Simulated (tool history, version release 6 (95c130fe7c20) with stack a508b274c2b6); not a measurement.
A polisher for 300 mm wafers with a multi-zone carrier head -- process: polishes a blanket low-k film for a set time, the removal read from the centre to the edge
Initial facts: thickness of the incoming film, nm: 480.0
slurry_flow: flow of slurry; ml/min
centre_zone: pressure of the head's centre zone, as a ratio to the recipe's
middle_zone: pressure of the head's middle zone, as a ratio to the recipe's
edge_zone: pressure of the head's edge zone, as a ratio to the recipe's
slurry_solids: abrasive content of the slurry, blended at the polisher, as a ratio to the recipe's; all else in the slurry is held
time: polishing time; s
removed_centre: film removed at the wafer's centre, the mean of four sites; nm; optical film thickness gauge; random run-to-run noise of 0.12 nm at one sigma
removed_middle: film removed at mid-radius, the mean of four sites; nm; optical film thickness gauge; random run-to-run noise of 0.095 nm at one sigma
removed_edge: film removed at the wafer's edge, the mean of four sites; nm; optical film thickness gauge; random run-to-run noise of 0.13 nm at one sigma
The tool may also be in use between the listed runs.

run    day  slurry_flow  centre_zone  middle_zone  edge_zone  slurry_solids  time  removed_centre  removed_middle  removed_edge
  1  0.000          275         1.00         1.00       1.00           1.00    33          14.905          14.480        14.196
  2  0.258          235         1.00         1.00       1.00           1.00    33          14.952          14.194        13.783
  3  0.367          245         0.98         1.01       1.00           0.95    32          13.625          13.610        13.630
  4  0.508          290         0.98         1.01       1.00           0.95    32          14.148          13.888        13.844
  5  0.750          280         0.97         1.02       0.98           0.90    31          12.925          12.988        12.683
  6  0.833          280         0.97         1.02       0.98           1.10    31          13.971          14.501        14.013
  7  0.996          280         0.95         1.03       0.97           1.05    31          13.694          14.031        13.713
  8  1.071          280         0.95         1.03       0.97           1.05    31          13.419          14.545        13.522
  9  1.204          280         0.94         1.03       0.97           1.00    31          13.686          13.912        13.421

Estimate the outcome of run 10 from the log above:
 10  1.575          290         0.93         1.05       0.98           1.00    30               ?               ?             ?

removed_centre: 12.955 nm
removed_middle: 13.647 nm
removed_edge: 12.934 nm
